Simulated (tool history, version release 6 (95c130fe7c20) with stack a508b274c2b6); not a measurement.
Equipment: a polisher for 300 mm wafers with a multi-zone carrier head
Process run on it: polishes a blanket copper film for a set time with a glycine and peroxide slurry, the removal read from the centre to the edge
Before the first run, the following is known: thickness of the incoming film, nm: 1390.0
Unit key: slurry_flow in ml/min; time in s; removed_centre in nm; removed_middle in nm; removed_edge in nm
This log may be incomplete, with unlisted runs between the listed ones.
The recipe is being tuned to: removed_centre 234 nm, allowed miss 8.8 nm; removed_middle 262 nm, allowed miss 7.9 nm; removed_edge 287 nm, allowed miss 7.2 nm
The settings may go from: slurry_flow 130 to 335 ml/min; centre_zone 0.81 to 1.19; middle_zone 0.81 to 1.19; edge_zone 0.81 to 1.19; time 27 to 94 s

run  hour  slurry_flow  centre_zone  middle_zone  edge_zone  time  removed_centre  removed_middle  removed_edge
  1     0          215            1            1          1    60          301.95          304.97        315.81
  2   0.6          215            1            1       1.07    60          307.73          301.14        321.09
  3   1.1          215            1         1.06       1.07    60          306.35          313.76        318.57
  4   8.8          215            1         1.06       1.07    65          335.82             346           348
  5  15.4          195            1         1.06       1.07    65          327.44          336.03        345.34
  6  21.3          190         0.98         1.05       1.06    64          320.43          325.46        334.13
     29.9  -- slurry nozzle cleaned
  7  29.9          205         0.96         1.03       1.06    62          312.33          330.16         336.7
  8  31.6          200         0.94         1.01       1.05    60          303.25          313.23        318.29
  9  38.4          200         0.94         1.01       1.05    60          295.13          311.17        320.93
 10  45.9          195         0.92            1       1.05    59          281.34          305.61        314.35
 11  54.5          190         0.91         0.98       1.05    58           274.8          295.64        314.56

4 next moves are on the table. One of them brings every result within its allowed miss. Which?
  A  63.1          295         1.07         1.12       1.01    59               ?               ?             ?
  B  63.1          190         0.82            1       1.08    59               ?               ?             ?
  C  63.1          150         0.87         1.11       1.05    57               ?               ?             ?
  D  63.1          165         0.88         0.99       1.13    53               ?               ?             ?

move  removed_centre  removed_middle  removed_edge
   A          354.62          346.84        321.24
   B           253.8          297.38        318.31
   C          247.14          299.64        292.75
   D           237.7          257.95        287.09
A: the biggest miss grows against the last run
B: no better and no worse than the last run
C: no better and no worse than the last run
D: each result inside its tolerance
D is the move that brings every result within its allowed miss.
